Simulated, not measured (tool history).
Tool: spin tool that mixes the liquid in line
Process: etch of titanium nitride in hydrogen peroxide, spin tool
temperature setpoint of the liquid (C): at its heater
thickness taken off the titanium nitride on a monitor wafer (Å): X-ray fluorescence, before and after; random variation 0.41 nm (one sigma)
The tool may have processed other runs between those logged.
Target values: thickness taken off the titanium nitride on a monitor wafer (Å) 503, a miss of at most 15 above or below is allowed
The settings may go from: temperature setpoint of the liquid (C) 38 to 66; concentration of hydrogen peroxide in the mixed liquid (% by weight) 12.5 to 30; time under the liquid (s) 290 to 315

run  hour  temperature setpoint of the liquid (C)  concentration of hydrogen peroxide in the mixed liquid (% by weight)  time under the liquid (s)  thickness taken off the titanium nitride on a monitor wafer (Å)
  1     0                                      54                                                                  23.5                        290                                                           251.11
  2   4.1                                    55.5                                                                  23.5                        290                                                           285.88
  3  12.7                                    50.5                                                                  23.5                        290                                                           197.74
  4  13.3                                      48                                                                  23.5                        290                                                           164.16
  5  19.1                                      45                                                                  23.5                        290                                                           131.59
  6  20.4                                      45                                                                  23.5                        315                                                           143.98
  7  22.6                                    47.5                                                                  23.5                        315                                                           172.94
  8  26.8                                    49.5                                                                  23.5                        315                                                           197.45
  9  32.5                                    51.5                                                                  23.5                        315                                                           230.69
 10  35.8                                      53                                                                  23.5                        315                                                           256.98
 11  37.4                                    54.5                                                                  23.5                        315                                                           285.94
 12  38.2                                    54.5                                                                  23.5                        315                                                           286.95
 13  41.2                                    55.5                                                                  23.5                        315                                                           306.26
 14  46.4                                    56.5                                                                  23.5                        315                                                            327.5
 15  53.7                                    57.5                                                                  23.5                        315                                                            349.1
 16  60.1                                    58.5                                                                  23.5                        315                                                           368.02
 17  65.9                                      59                                                                  23.5                        315                                                           386.41
 18    69                                    59.5                                                                  23.5                        315                                                           395.54
 19  75.3                                      60                                                                  23.5                        315                                                           419.66
 20  79.8                                    60.5                                                                  23.5                        315                                                              431
 21  81.5                                      61                                                                  23.5                        315                                                           439.19
 22  83.3                                    61.5                                                                  23.5                        315                                                           461.67
 23  90.6                                      62                                                                  23.5                        315                                                           476.75

Consider the 5 candidate settings below. Which is the only one whose results all fall within their allowed miss of target?
  A  97.9                                      61                                                                    25                        310                                                                ?
  B  97.9                                      62                                                                    18                        315                                                                ?
  C  97.9                                      62                                                                    20                        315                                                                ?
  D  97.9                                      63                                                                    17                        290                                                                ?
  E  97.9                                      63                                                                    27                        300                                                                ?

move  thickness taken off the titanium nitride on a monitor wafer (Å)
   A                                                           442.35
   B                                                           447.97
   C                                                           458.16
   D                                                           435.65
   E                                                           497.93
A: its largest miss is bigger than the last run's
B: its largest miss is bigger than the last run's
C: its largest miss is bigger than the last run's
D: its largest miss is bigger than the last run's
E: each result inside its tolerance
Go with E: it meets all targets.
